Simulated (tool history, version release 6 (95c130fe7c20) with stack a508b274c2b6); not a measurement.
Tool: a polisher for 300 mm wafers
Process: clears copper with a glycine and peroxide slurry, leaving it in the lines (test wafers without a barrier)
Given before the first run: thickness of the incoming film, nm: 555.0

run  hour  flow of slurry (ml/min)  pressure of the wafer on the pad (psi)  speed of the pad under the wafer (m/s)  overpolish time after the end point (s)  time until the end point was called (s)  dishing of a wide line in a test structure (angstrom)
  1   0.0                      305                                     2.5                                    0.96                                       24                                   120.25                                                 590.46
  2   6.9                      305                                     2.0                                    0.96                                       24                                   142.22                                                 514.65
  3   8.1                      305                                     2.0                                    0.78                                       24                                   168.56                                                 472.48
  4  15.9                      290                                     1.9                                    0.84                                       22                                   161.69                                                 436.65
  5  23.9                      280                                     1.8                                    0.88                                       20                                   169.27                                                 402.48
  6  28.6                      230                                     1.8                                    0.88                                       20                                   163.53                                                 391.01
  7  36.7                      230                                     1.8                                    0.88                                       20                                   167.62                                                 399.11
  8  38.9                      225                                     1.7                                    0.94                                       19                                   174.42                                                 379.66
  9  44.0                      225                                     1.7                                    0.94                                       19                                   169.61                                                 382.77
 10  47.3                      220                                     1.8                                    0.92                                       18                                   162.59                                                 367.65
 11  49.0                      185                                     2.5                                    0.64                                        7                                   169.21                                                 156.53
 12  54.8                      270                                     3.1                                    0.80                                        9                                   117.76                                                 271.66
 13  55.7                      265                                     3.1                                    0.80                                        9                                   123.65                                                 275.02
 14  58.1                      260                                     3.1                                    0.80                                        9                                   117.67                                                 279.60
 15  63.2                      255                                     3.1                                    0.80                                        9                                   120.99                                                 275.90

What does the tool deliver on the next run?
 16  68.9                      250                                     3.1                                    0.78                                        9                                        ?                                                      ?

time until the end point was called (s): 123.39
dishing of a wide line in a test structure (angstrom): 270.08

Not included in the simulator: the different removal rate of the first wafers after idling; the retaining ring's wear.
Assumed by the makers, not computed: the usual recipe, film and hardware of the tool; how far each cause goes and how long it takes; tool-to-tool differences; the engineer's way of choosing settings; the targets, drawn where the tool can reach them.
